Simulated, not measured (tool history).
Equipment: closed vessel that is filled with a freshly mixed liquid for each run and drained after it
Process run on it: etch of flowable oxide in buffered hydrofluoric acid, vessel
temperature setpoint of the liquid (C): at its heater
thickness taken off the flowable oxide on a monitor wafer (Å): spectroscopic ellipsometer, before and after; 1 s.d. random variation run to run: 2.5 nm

run,day,temperature setpoint of the liquid (C),parts of 40 % ammonium fluoride to one part of 49 % hydrofluoric acid (parts by volume),time in the liquid (s),thickness taken off the flowable oxide on a monitor wafer (Å)
1,0,22,15.5,105,2704.3
2,0.275,22,17.5,105,2412.3
3,0.621,22,21,105,2022.7
4,0.708,22,21,105,2035.7
5,0.929,24.5,17.5,105,2755.9
6,1.304,24.5,20.5,105,2395.6

For run 7, what comes out?
7,1.479,24.5,20.5,105,?

thickness taken off the flowable oxide on a monitor wafer (Å): 2387.9

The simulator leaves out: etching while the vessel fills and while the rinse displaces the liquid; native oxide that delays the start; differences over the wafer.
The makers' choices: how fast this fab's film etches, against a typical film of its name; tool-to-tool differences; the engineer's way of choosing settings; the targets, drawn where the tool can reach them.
